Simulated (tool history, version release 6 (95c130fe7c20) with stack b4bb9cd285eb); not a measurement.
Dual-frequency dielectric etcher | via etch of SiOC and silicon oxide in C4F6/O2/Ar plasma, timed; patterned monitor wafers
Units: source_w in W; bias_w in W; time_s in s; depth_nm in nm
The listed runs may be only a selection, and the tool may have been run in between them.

{"run": 1, "hour": 0.0, "source_w": 250, "bias_w": 180, "time_s": 66.5, "depth_nm": 60.101}
{"run": 2, "hour": 4.3, "source_w": 250, "bias_w": 155, "time_s": 66.5, "depth_nm": 56.839}
{"run": 3, "hour": 7.0, "source_w": 250, "bias_w": 139, "time_s": 66.5, "depth_nm": 55.009}
{"run": 4, "hour": 12.1, "source_w": 270, "bias_w": 141, "time_s": 66.5, "depth_nm": 57.764}
{"run": 5, "hour": 18.0, "source_w": 240, "bias_w": 141, "time_s": 66.5, "depth_nm": 53.744}
{"run": 6, "hour": 25.8, "source_w": 240, "bias_w": 123, "time_s": 66.5, "depth_nm": 51.43}
{"run": 7, "hour": 29.7, "source_w": 260, "bias_w": 124, "time_s": 66.5, "depth_nm": 54.32}
{"run": 8, "hour": 31.4, "source_w": 270, "bias_w": 125, "time_s": 66.5, "depth_nm": 55.745}

Run 9 has not been measured yet. What should we expect?
{"run": 9, "hour": 37.6, "source_w": 270, "bias_w": 125, "time_s": 66.5, "depth_nm": "?"}

depth_nm: 55.827 nm
